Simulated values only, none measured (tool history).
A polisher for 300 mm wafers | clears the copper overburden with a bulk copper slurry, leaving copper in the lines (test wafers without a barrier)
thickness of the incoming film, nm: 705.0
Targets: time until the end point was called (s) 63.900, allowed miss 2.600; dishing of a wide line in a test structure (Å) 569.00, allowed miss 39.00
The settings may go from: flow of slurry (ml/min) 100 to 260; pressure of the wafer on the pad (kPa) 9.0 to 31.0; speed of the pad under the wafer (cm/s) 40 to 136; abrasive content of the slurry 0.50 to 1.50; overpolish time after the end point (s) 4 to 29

run,hour,flow of slurry (ml/min),pressure of the wafer on the pad (kPa),speed of the pad under the wafer (cm/s),abrasive content of the slurry,overpolish time after the end point (s),time until the end point was called (s),dishing of a wide line in a test structure (Å)
1,0.0,165,20.0,88,1.00,15,98.174,720.92
2,2.2,170,21.4,90,1.00,13,89.431,677.35
3,8.4,170,22.8,90,1.00,12,83.252,694.62
4,12.6,175,23.4,90,1.00,11,80.635,671.46
5,17.9,175,24.1,90,1.00,10,78.669,635.61
6,25.6,175,24.8,90,1.00,9,76.586,605.09
7,29.3,195,29.0,90,1.00,5,64.678,443.57
8,33.7,190,29.0,90,1.00,5,65.598,446.63
9,34.5,185,29.0,90,1.00,5,64.895,429.43
10,42.4,185,29.0,90,1.00,6,64.054,511.05
11,45.4,180,29.0,90,1.00,6,65.583,508.87
12,48.1,175,29.0,90,1.00,6,65.728,518.36
13,51.3,170,29.6,90,1.00,6,64.111,488.62
14,57.3,190,29.0,90,1.00,9,64.961,723.85
15,64.8,185,29.0,90,1.00,9,65.926,723.21
16,67.8,180,29.0,92,1.00,8,65.128,655.11

5 next moves are on the table. One of them brings every result within its allowed miss. Which?
A,70.8,165,28.3,88,1.10,11,?,?
B,70.8,215,31.0,82,1.05,7,?,?
C,70.8,180,31.0,80,1.20,8,?,?
D,70.8,190,25.5,100,1.10,11,?,?
E,70.8,205,29.6,96,0.60,12,?,?

move,time until the end point was called (s),dishing of a wide line in a test structure (Å)
A,67.070,774.73
B,63.834,575.63
C,64.610,633.38
D,64.023,792.65
E,68.139,817.48
A: further off than the last run
B: meets every target
C: nearer than the last run, and not there yet
D: further off than the last run
E: further off than the last run
Move B is the one to make.

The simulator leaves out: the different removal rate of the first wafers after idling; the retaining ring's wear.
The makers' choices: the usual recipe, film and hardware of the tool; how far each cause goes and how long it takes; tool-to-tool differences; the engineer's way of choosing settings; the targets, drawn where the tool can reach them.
